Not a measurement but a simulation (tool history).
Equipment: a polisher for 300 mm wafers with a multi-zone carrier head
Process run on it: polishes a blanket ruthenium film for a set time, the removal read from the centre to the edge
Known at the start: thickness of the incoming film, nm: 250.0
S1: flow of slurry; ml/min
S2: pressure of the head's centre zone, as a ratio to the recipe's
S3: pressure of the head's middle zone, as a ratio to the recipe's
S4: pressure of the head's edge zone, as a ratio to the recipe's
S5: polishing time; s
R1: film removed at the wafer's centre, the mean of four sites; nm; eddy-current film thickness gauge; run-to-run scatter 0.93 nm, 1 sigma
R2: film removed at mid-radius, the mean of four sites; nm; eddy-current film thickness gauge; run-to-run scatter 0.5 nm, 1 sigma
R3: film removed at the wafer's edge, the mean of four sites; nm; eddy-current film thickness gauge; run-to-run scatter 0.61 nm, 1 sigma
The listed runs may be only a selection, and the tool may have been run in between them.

{"run": 1, "hour": 0.0, "S1": 305, "S2": 1, "S3": 1, "S4": 1, "S5": 43, "R1": 61.893, "R2": 62.667, "R3": 59.908}
{"run": 2, "hour": 7.7, "S1": 305, "S2": 1, "S3": 1, "S4": 1, "S5": 36, "R1": 52.276, "R2": 52.344, "R3": 50.261}
{"run": 3, "hour": 12.9, "S1": 310, "S2": 1.03, "S3": 1, "S4": 1.02, "S5": 38, "R1": 55.761, "R2": 55.903, "R3": 53.588}
{"run": 4, "hour": 16.5, "S1": 310, "S2": 1.03, "S3": 1, "S4": 0.96, "S5": 38, "R1": 56.494, "R2": 55.35, "R3": 51.627}
{"run": 5, "hour": 21.1, "S1": 315, "S2": 1.05, "S3": 0.99, "S4": 0.98, "S5": 40, "R1": 60.407, "R2": 57.95, "R3": 55.905}
{"run": 6, "hour": 23.1, "S1": 325, "S2": 1.07, "S3": 0.99, "S4": 0.98, "S5": 42, "R1": 65.171, "R2": 60.337, "R3": 57.798}

Predict the results of run 7:
{"run": 7, "hour": 29.4, "S1": 330, "S2": 1.09, "S3": 0.99, "S4": 1.01, "S5": 44, "R1": "?", "R2": "?", "R3": "?"}

{"run 7": {"R1": 70.08, "R2": 64.004, "R3": 61.896}}
